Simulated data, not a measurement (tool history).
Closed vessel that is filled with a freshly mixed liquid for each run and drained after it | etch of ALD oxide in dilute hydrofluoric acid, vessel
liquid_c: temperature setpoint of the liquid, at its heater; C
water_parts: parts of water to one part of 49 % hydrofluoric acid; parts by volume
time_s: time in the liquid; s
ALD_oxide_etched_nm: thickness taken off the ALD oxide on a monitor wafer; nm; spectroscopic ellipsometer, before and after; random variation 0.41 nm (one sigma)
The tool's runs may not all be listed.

run  hour  liquid_c  water_parts  time_s  ALD_oxide_etched_nm
  1     0        24           85     425               60.864
  2   6.6        24           85     425               60.661
  3  13.3        23           85     425               58.437
  4  17.8        25           85     425                63.11
  5  25.9        25          105     425               49.375
  6  29.8        25           80     425               66.968

Run 7 comes next. What will it give?
  7  33.7        21           95     425                    ?

{"run 7": {"ALD_oxide_etched_nm": 48.199}}

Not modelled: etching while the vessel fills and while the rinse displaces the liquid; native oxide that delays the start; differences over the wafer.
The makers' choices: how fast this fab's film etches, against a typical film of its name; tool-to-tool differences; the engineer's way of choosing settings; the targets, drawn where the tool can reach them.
